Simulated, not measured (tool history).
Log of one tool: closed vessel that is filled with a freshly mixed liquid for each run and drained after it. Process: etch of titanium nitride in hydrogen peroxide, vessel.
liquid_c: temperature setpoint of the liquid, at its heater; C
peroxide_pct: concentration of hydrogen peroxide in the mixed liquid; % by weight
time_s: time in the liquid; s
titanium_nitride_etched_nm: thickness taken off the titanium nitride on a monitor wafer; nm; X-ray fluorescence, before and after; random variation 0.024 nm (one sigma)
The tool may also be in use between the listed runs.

run    day  liquid_c  peroxide_pct  time_s  titanium_nitride_etched_nm
  1      0        46            26     190                      11.025
  2  0.233      44.5          25.5     190                       9.801
  3  0.375      41.5          25.5     190                      7.8015
  4  0.438        37          25.5     190                      5.5431
  5  0.804      36.5            25     190                      5.3034
  6  0.854        36            25     190                      5.1376
  7  1.154        32          21.5     175                      3.3316
  8  1.521        32          21.5     175                      3.2888

Run 9 comes next. What will it give?
  9  1.658        33          21.5     175                           ?

titanium_nitride_etched_nm: 3.58 nm

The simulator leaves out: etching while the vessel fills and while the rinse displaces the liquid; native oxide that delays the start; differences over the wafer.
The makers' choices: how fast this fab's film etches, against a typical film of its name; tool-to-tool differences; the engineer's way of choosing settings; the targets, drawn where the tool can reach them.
